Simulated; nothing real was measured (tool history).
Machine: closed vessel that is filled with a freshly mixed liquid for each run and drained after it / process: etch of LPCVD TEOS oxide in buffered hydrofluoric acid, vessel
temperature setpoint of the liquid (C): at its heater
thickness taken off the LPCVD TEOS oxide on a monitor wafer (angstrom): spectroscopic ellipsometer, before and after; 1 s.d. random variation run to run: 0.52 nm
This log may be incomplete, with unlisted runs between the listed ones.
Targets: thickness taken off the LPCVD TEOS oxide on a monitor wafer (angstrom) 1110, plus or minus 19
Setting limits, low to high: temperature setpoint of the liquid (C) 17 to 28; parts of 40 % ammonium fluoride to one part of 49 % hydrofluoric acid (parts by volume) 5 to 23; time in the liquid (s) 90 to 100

run  hour  temperature setpoint of the liquid (C)  parts of 40 % ammonium fluoride to one part of 49 % hydrofluoric acid (parts by volume)  time in the liquid (s)  thickness taken off the LPCVD TEOS oxide on a monitor wafer (angstrom)
  1     0                                      20                                                                                       14                      90                                                                  1418.7
  2   4.8                                      22                                                                                       14                      90                                                                  1598.4
  3  11.5                                      24                                                                                       14                      90                                                                  1775.6
  4  14.8                                      24                                                                                       14                     100                                                                  1974.7
  5  16.1                                      24                                                                                       10                     100                                                                  2738.6
  6    25                                    21.5                                                                                     12.5                     100                                                                  1906.1
  7    26                                      20                                                                                     13.5                     100                                                                  1645.2
  8  28.9                                      19                                                                                     14.5                     100                                                                  1452.5
  9  34.9                                    18.5                                                                                       15                     100                                                                  1354.7
 10    41                                      18                                                                                     15.5                     100                                                                  1281.2
 11  44.9                                    17.5                                                                                       16                     100                                                                  1207.3
 12  52.4                                    17.5                                                                                     16.5                     100                                                                  1172.4
 13  57.4                                      17                                                                                     16.5                     100                                                                  1132.7

Exactly one of the 4 candidate moves below puts every result within its allowed miss. Which one?
  A  62.4                                    19.5                                                                                     18.5                      90                                                                       ?
  B  62.4                                      17                                                                                       16                      95                                                                       ?
  C  62.4                                      17                                                                                       15                      95                                                                       ?
  D  62.4                                    17.5                                                                                       16                      95                                                                       ?

move  thickness taken off the LPCVD TEOS oxide on a monitor wafer (angstrom)
   A                                                                    1050
   B                                                                  1109.8
   C                                                                  1182.7
   D                                                                    1142
A: the result that was furthest off in the last run now lies on the other side of its target
B: in spec on every target
C: misses by more than the last run did
D: misses by more than the last run did
So the answer is move B, the one that meets all the targets.
